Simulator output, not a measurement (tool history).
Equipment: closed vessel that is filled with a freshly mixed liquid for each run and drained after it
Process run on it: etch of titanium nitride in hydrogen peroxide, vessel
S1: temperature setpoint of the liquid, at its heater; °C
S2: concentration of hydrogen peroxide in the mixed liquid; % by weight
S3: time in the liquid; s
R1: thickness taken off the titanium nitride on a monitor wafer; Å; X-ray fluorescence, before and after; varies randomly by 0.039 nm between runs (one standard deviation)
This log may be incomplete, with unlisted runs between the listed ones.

Run 1, hour 0: S1 52 °C, S2 16.5 % by weight, S3 525 s. Result: R1 137.01 Å.
Run 2, hour 8.3: S1 52 °C, S2 15 % by weight, S3 525 s. Result: R1 135.01 Å.
Run 3, hour 9.3: S1 54.5 °C, S2 15 % by weight, S3 525 s. Result: R1 160.64 Å.
Run 4, hour 13: S1 51.5 °C, S2 15 % by weight, S3 525 s. Result: R1 130.17 Å.
Run 5, hour 18.9: S1 49.5 °C, S2 15 % by weight, S3 525 s. Result: R1 113.22 Å.
Run 6, hour 26.7: S1 48 °C, S2 15 % by weight, S3 525 s. Result: R1 100.85 Å.
Run 7, hour 30.5: S1 47 °C, S2 15 % by weight, S3 525 s. Result: R1 93.837 Å.
Run 8, hour 38.4: S1 46 °C, S2 15 % by weight, S3 525 s. Result: R1 86.764 Å.

The next listed run, before its measurement:
Run 9, hour 41.9: S1 45.5 °C, S2 15 % by weight, S3 525 s. Result: R1 ?.

R1: 84.836 Å
